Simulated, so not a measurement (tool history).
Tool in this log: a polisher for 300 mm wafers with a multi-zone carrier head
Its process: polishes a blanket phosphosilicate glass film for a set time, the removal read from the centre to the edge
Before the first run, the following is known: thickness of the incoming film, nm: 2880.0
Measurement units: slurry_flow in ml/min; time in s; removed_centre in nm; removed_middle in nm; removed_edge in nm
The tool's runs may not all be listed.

run,hour,slurry_flow,centre_zone,middle_zone,edge_zone,slurry_solids,time,removed_centre,removed_middle,removed_edge
1,0,265,1,1,1,1,44,318.26,324.34,324.9
2,2.5,265,1,1,1.02,1.05,44,323.5,330.4,343.06
3,8.1,270,1,1.01,1.04,1.05,44,326.11,331.04,340.95
4,9,270,1.05,1.01,1.04,1.05,44,343.35,336.8,344.56
5,11,270,1.05,1.01,1.04,1.05,53,412.9,406.51,416.29
6,15.1,240,1.05,1.01,1.04,1.05,53,412.14,391.42,407.93
7,22.7,235,1.04,1.01,1.04,1.05,53,400.45,393.63,405.54
8,24.3,230,1.03,1.01,1.05,1.05,53,387.61,396.93,409.87
9,29.7,225,1.03,1,1.05,1.05,53,396.98,386.81,406.35
10,35.4,220,1.02,1,1.06,1.05,53,391.06,389.16,407.8
11,41.2,215,1.01,1,1.07,1.05,53,390.74,378.29,412.83

Run 12 comes next. What will it give?
12,44.4,215,1,1,1.07,1.05,53,?,?,?

{"run 12": {"removed_centre": 378.16, "removed_middle": 384.26, "removed_edge": 408.86}}

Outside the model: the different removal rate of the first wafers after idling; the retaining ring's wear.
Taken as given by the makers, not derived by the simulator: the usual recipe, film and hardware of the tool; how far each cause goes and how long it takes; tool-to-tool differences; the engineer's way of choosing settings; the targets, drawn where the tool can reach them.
